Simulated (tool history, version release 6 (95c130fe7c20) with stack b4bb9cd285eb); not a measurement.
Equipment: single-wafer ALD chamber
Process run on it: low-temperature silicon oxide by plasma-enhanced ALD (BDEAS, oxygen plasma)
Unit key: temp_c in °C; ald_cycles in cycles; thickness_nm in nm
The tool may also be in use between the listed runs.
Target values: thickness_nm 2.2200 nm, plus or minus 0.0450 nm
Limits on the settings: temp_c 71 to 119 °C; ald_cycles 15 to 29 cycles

{"run": 1, "day": 0.0, "temp_c": 95, "ald_cycles": 22, "thickness_nm": 3.0629}
{"run": 2, "day": 0.204, "temp_c": 98, "ald_cycles": 21, "thickness_nm": 2.9081}
{"run": 3, "day": 0.375, "temp_c": 100, "ald_cycles": 20, "thickness_nm": 2.766}
{"run": 4, "day": 0.438, "temp_c": 95, "ald_cycles": 20, "thickness_nm": 2.8007}
{"day": 0.583, "done": "thermocouple changed; heater temperature recalibrated"}
{"run": 5, "day": 0.583, "temp_c": 104, "ald_cycles": 20, "thickness_nm": 2.6516}
{"run": 6, "day": 0.8, "temp_c": 97, "ald_cycles": 20, "thickness_nm": 2.731}
{"run": 7, "day": 1.004, "temp_c": 100, "ald_cycles": 19, "thickness_nm": 2.5439}
{"run": 8, "day": 1.333, "temp_c": 103, "ald_cycles": 19, "thickness_nm": 2.55}
{"run": 9, "day": 1.596, "temp_c": 105, "ald_cycles": 16, "thickness_nm": 2.1077}

Exercise: of the 4 proposed moves below, exactly one satisfies all targets within the stated allowed misses. Which move is it?
{"run": "A", "day": 1.858, "temp_c": 106, "ald_cycles": 16, "thickness_nm": "?"}
{"run": "B", "day": 1.858, "temp_c": 92, "ald_cycles": 16, "thickness_nm": "?"}
{"run": "C", "day": 1.858, "temp_c": 104, "ald_cycles": 16, "thickness_nm": "?"}
{"run": "D", "day": 1.858, "temp_c": 113, "ald_cycles": 15, "thickness_nm": "?"}

move=A thickness_nm=2.0938
move=B thickness_nm=2.1872
move=C thickness_nm=2.1025
move=D thickness_nm=1.9343
A: the biggest miss grows against the last run
B: every result within its allowed miss
C: about the same distance from the targets as the last run
D: the biggest miss grows against the last run
Move B is the one to make.
